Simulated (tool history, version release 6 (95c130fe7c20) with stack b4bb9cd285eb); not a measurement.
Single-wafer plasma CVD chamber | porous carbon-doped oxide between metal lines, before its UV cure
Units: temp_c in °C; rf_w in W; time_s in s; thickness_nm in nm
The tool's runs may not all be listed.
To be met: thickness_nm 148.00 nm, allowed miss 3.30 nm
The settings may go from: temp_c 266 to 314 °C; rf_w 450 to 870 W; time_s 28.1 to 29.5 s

run  hour  temp_c  rf_w  time_s  thickness_nm
  1   0.0     290   660    29.5        188.99
  2   3.0     295   625    29.4        176.80
  3   7.1     299   600    29.3        166.26
  4  13.9     304   600    29.3        162.66
  5  21.3     304   690    29.3        179.55
  6  22.7     306   655    29.2        169.89
  7  27.8     308   630    29.1        162.06
  8  32.4     309   615    29.0        159.00
  9  33.8     310   605    29.0        155.38
 10  35.8     311   600    29.0        153.47
 11  40.8     312   595    29.0        152.07

5 next moves are on the table. One of them brings every result within its allowed miss. Which?
  A  45.8     312   635    28.3             ?
  B  45.8     312   595    29.5             ?
  C  45.8     304   585    28.6             ?
  D  45.8     314   620    29.5             ?
  E  45.8     314   615    28.1             ?

move  thickness_nm
   A        153.85
   B        152.35
   C        152.58
   D        155.58
   E        147.50
A: further off than the last run
B: further off than the last run
C: further off than the last run
D: further off than the last run
E: meets every target
Answer: E
